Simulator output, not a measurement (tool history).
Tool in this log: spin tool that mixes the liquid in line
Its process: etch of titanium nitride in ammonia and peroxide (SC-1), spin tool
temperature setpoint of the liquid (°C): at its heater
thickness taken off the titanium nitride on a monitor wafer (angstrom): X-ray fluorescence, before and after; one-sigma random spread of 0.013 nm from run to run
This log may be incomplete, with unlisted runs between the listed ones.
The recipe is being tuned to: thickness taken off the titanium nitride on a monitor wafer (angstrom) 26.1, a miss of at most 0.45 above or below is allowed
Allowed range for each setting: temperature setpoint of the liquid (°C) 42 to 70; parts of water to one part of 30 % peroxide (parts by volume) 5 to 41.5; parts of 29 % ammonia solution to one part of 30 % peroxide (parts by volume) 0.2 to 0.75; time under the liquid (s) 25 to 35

run	day	temperature setpoint of the liquid (°C)	parts of water to one part of 30 % peroxide (parts by volume)	parts of 29 % ammonia solution to one part of 30 % peroxide (parts by volume)	time under the liquid (s)	thickness taken off the titanium nitride on a monitor wafer (angstrom)
1	0	58	23	0.45	35	46.033
2	0.296	58	23	0.35	35	43.891
3	0.446	55	23	0.35	35	36.44
4	0.746	55	23	0.45	35	37.68
5	0.825	55	26.5	0.45	35	34.768
6	0.912	54	26.5	0.45	35	32.552
7	1.029	53.5	26.5	0.45	35	31.571
8	1.188	53	26.5	0.45	35	30.33
9	1.388	52.5	26.5	0.45	35	29.278
10	1.638	52	26.5	0.45	35	28.599

Which of these 5 next moves meets every target?
A	1.888	56.5	29	0.45	25	?
B	1.888	57	32.5	0.4	25	?
C	1.888	49	12.5	0.2	35	?
D	1.888	50	26.5	0.45	35	?
E	1.888	54	29	0.45	35	?

move	thickness taken off the titanium nitride on a monitor wafer (angstrom)
A	26.186
B	24.796
C	30.11
D	24.757
E	30.97
A: all results in spec
B: pushes the last run's worst result past its target
C: its largest miss is bigger than the last run's
D: pushes the last run's worst result past its target
E: its largest miss is bigger than the last run's
A is the move that brings every result within its allowed miss.
